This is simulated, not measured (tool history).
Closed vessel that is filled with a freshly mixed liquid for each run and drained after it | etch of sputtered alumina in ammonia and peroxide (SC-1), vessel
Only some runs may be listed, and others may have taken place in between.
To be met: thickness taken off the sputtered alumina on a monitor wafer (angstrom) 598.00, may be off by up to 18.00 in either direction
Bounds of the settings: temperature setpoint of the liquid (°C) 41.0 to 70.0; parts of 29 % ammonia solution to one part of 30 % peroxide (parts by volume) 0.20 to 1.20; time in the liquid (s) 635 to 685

run	hour	temperature setpoint of the liquid (°C)	parts of 29 % ammonia solution to one part of 30 % peroxide (parts by volume)	time in the liquid (s)	thickness taken off the sputtered alumina on a monitor wafer (angstrom)
1	0.0	57.0	0.85	635	420.26
2	2.6	59.0	0.85	635	459.49
3	4.1	59.0	0.85	635	461.28
4	8.0	59.0	0.65	635	447.03
5	15.4	54.0	0.65	635	345.13
6	16.7	54.0	0.55	635	341.40
7	22.1	54.0	0.55	635	343.15
8	24.3	57.5	0.55	635	412.28
9	29.4	59.5	0.55	635	456.57
10	32.7	61.0	0.55	635	483.60
11	36.3	62.5	0.55	635	531.73

4 candidate next runs follow, results not yet known. Just one meets every target within its allowed miss. Identify it.
A	39.9	64.0	0.85	675	?
B	39.9	61.5	0.40	670	?
C	39.9	65.5	0.40	635	?
D	39.9	61.0	0.35	635	?

move	thickness taken off the sputtered alumina on a monitor wafer (angstrom)
A	641.78
B	523.01
C	605.81
D	477.16
A: takes the result that was furthest off past its target
B: misses by more than the last run did
C: meets every target
D: misses by more than the last run did
Move C is the one to make.
